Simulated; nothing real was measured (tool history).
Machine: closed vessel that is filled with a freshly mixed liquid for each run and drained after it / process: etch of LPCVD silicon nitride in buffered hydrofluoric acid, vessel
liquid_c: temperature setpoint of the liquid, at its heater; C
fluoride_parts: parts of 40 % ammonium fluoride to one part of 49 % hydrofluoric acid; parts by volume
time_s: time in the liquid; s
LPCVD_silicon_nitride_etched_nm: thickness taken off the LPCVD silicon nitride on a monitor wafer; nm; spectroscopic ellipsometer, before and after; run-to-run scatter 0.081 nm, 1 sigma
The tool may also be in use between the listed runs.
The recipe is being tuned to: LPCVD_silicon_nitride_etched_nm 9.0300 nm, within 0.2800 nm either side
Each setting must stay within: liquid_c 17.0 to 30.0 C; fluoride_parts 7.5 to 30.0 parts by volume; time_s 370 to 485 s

run    day  liquid_c  fluoride_parts  time_s  LPCVD_silicon_nitride_etched_nm
  1  0.000      22.0            21.0     485                           3.2667
  2  0.062      22.0            21.0     370                           2.4751
  3  0.421      24.5            16.5     410                           4.0001
  4  0.788      24.5            16.5     370                           3.6266
  5  1.054      26.5            13.5     410                           5.3457
  6  1.146      27.5            11.5     410                           6.7154
  7  1.392      28.5            11.0     410                           7.2852
  8  1.721      29.0            10.5     410                           7.8435
  9  2.025      30.0             8.5     415                          10.2370
 10  2.138      29.5             8.5     415                           9.8454
 11  2.512      29.0             8.5     415                           9.4979

Which one of the following 4 next-run settings gets every result inside its allowed miss? There is exactly one.
  A  2.888      29.0            10.0     410                                ?
  B  2.888      25.0             8.5     485                                ?
  C  2.888      27.5             9.5     440                                ?
  D  2.888      29.5            11.0     450                                ?

move  LPCVD_silicon_nitride_etched_nm
   A                           8.2948
   B                           9.0075
   C                           8.4907
   D                           8.5199
A: takes the result that was furthest off past its target
B: all results land within tolerance of their targets
C: takes the result that was furthest off past its target
D: takes the result that was furthest off past its target
Answer: B

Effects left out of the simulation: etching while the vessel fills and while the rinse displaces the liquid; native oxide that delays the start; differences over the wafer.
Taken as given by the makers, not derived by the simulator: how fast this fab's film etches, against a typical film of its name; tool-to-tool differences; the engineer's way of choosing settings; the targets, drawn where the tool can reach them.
